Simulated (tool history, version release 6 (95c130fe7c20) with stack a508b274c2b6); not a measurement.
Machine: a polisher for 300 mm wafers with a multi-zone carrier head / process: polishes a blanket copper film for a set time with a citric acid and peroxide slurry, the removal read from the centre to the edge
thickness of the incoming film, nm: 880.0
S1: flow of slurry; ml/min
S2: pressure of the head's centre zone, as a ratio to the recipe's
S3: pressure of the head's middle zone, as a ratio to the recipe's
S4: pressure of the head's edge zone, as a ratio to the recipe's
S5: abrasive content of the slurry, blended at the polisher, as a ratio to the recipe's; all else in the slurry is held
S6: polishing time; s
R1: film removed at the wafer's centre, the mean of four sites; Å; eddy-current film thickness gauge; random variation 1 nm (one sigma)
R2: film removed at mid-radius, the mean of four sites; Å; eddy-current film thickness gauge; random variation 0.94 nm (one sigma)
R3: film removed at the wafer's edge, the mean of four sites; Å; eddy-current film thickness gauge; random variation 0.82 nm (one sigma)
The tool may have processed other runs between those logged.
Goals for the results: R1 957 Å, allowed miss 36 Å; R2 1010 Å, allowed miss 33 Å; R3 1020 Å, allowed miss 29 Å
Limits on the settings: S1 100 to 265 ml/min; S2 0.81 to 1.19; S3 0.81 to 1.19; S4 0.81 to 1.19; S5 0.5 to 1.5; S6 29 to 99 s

| run | hour | S1 | S2 | S3 | S4 | S5 | S6 | R1 | R2 | R3 |
|---|---|---|---|---|---|---|---|---|---|---|
| 1 | 0 | 170 | 1 | 1 | 1 | 1 | 64 | 698.45 | 682.92 | 710.22 |
| 2 | 6.1 | 180 | 1 | 1.03 | 1.04 | 1.15 | 67 | 785.47 | 759.33 | 788.53 |
| 3 | 14.2 | 180 | 1 | 1.03 | 1.08 | 1.15 | 67 | 773.99 | 757.16 | 805.73 |
| 4 | 19.2 | 180 | 1 | 1.03 | 1.08 | 1 | 67 | 751.96 | 745.89 | 782.81 |
| 5 | 20.9 | 180 | 1 | 1.03 | 1.08 | 1 | 73 | 816.89 | 814.46 | 849.08 |
| 6 | 27.9 | 180 | 1 | 1.03 | 1.08 | 1 | 65 | 720.5 | 709.93 | 758.52 |
| 7 | 33.2 | 190 | 0.99 | 1.06 | 1.1 | 1.15 | 67 | 774.66 | 765.26 | 814.26 |
| 8 | 39.7 | 185 | 0.98 | 1.08 | 1.1 | 1.25 | 70 | 822.13 | 834.27 | 849.46 |
| 9 | 40.9 | 195 | 0.97 | 1.1 | 1.12 | 1.3 | 72 | 848.13 | 900.42 | 892.97 |
| 10 | 42.9 | 205 | 0.97 | 1.1 | 1.14 | 1.35 | 73 | 865.46 | 917.74 | 924.91 |
| 11 | 48.4 | 210 | 0.98 | 1.11 | 1.15 | 1.4 | 74 | 889.33 | 950.77 | 959.66 |

Exercise: of the 5 proposed moves below, exactly one satisfies all targets within the stated allowed misses. Which move is it?
| A | 53.9 | 205 | 1.03 | 1.18 | 1.08 | 1.45 | 75 | ? | ? | ? |
| B | 53.9 | 215 | 0.94 | 1.12 | 1.19 | 1.3 | 69 | ? | ? | ? |
| C | 53.9 | 215 | 0.96 | 1.16 | 1.13 | 1.4 | 73 | ? | ? | ? |
| D | 53.9 | 265 | 0.97 | 0.94 | 1.19 | 1.35 | 77 | ? | ? | ? |
| E | 53.9 | 235 | 0.96 | 1.09 | 1.09 | 1.5 | 78 | ? | ? | ? |

| move | R1 | R2 | R3 |
|---|---|---|---|
| A | 923.9 | 999.35 | 950.47 |
| B | 790.82 | 864.27 | 899.81 |
| C | 860.66 | 957.06 | 942.39 |
| D | 928.89 | 857.44 | 1032.1 |
| E | 943.36 | 993.73 | 1013.1 |
A: the biggest miss grows against the last run
B: the biggest miss grows against the last run
C: the biggest miss grows against the last run
D: puts the biggest miss on target and leaves a different result outside tolerance
E: hits every target within its allowed miss
The move that meets every target is E.
